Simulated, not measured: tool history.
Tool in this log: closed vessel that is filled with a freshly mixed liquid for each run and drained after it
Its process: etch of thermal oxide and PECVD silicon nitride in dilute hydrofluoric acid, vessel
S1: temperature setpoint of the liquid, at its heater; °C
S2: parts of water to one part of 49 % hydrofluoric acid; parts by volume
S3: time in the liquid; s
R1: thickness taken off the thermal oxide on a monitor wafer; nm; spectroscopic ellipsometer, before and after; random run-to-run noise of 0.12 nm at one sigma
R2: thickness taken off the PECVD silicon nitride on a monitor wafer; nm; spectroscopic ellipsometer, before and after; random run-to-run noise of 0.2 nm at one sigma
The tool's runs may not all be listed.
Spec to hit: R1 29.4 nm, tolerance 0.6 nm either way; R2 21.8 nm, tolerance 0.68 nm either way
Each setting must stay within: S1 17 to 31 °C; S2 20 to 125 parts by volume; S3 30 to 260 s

run 1 hour=0 | S1=23 S2=70 S3=130 | R1=8.3295 R2=6.9045
run 2 hour=5.5 | S1=23 S2=55 S3=150 | R1=12.508 R2=10.005
run 3 hour=14.2 | S1=23 S2=55 S3=95 | R1=7.8683 R2=6.365
run 4 hour=23.1 | S1=23 S2=45 S3=125 | R1=12.806 R2=10.299
run 5 hour=31.9 | S1=23 S2=65 S3=125 | R1=8.6302 R2=7.2356
run 6 hour=38.6 | S1=23 S2=55 S3=125 | R1=10.406 R2=8.4611
run 7 hour=42.9 | S1=23 S2=45 S3=140 | R1=14.399 R2=11.483
run 8 hour=44.4 | S1=23 S2=45 S3=140 | R1=14.393 R2=11.464
run 9 hour=48.4 | S1=22.5 S2=20 S3=190 | R1=44.174 R2=32.467
run 10 hour=53 | S1=21 S2=40 S3=190 | R1=20.43 R2=15.139
run 11 hour=62.1 | S1=21.5 S2=40 S3=190 | R1=20.715 R2=15.617
run 12 hour=65.9 | S1=22 S2=40 S3=190 | R1=21.283 R2=16.295
run 13 hour=69.1 | S1=22.5 S2=35 S3=185 | R1=24.28 R2=18.676
run 14 hour=71.9 | S1=22.5 S2=30 S3=185 | R1=28.598 R2=21.881
run 15 hour=75.6 | S1=22 S2=30 S3=185 | R1=27.855 R2=20.954
run 16 hour=80.3 | S1=22 S2=25 S3=185 | R1=33.935 R2=24.916
-- hour=89.6 hydrofluoric acid flow meter replaced
run 17 hour=89.6 | S1=21.5 S2=30 S3=185 | R1=25.842 R2=19.117
run 18 hour=97.2 | S1=22.5 S2=25 S3=185 | R1=32.62 R2=24.838

Which single option among these 5 for the next run brings every result within its allowed miss of target? Just one does.
run A hour=104.8 | S1=23 S2=30 S3=190 | R1=? R2=?
run B hour=104.8 | S1=24.5 S2=25 S3=190 | R1=? R2=?
run C hour=104.8 | S1=25 S2=35 S3=195 | R1=? R2=?
run D hour=104.8 | S1=24.5 S2=40 S3=250 | R1=? R2=?
run E hour=104.8 | S1=22 S2=25 S3=170 | R1=? R2=?

move=A R1=28.309 R2=22.048
move=B R1=36.424 R2=29.119
move=C R1=26.891 R2=22.33
move=D R1=29.348 R2=24.303
move=E R1=29.322 R2=21.943
A: takes the biggest miss from the last run beyond its target
B: moves away from the targets compared with the last run
C: takes the biggest miss from the last run beyond its target
D: corrects the largest miss of the last run, while another result sits out of spec
E: all results in spec
So the answer is move E, the one that meets all the targets.
